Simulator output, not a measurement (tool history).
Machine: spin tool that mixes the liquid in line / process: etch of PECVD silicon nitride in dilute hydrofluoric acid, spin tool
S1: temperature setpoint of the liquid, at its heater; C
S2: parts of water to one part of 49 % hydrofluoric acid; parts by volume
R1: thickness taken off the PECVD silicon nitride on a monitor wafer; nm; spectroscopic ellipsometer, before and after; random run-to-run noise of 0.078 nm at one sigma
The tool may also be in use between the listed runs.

run 1 hour=0.0 | S1=22.0 S2=80 time_under_the_liquid_(s)=215 | R1=7.7991
run 2 hour=3.5 | S1=23.0 S2=80 time_under_the_liquid_(s)=215 | R1=8.4292
run 3 hour=10.4 | S1=23.0 S2=80 time_under_the_liquid_(s)=215 | R1=8.4298
run 4 hour=18.6 | S1=23.5 S2=80 time_under_the_liquid_(s)=215 | R1=8.7879
run 5 hour=26.0 | S1=23.5 S2=80 time_under_the_liquid_(s)=235 | R1=9.5218
run 6 hour=30.9 | S1=24.0 S2=80 time_under_the_liquid_(s)=235 | R1=9.8265
run 7 hour=32.3 | S1=24.5 S2=80 time_under_the_liquid_(s)=235 | R1=10.2500

Run 8 comes next. What will it give?
run 8 hour=36.2 | S1=25.0 S2=80 time_under_the_liquid_(s)=235 | R1=?

{"run 8": {"R1": 10.386}}

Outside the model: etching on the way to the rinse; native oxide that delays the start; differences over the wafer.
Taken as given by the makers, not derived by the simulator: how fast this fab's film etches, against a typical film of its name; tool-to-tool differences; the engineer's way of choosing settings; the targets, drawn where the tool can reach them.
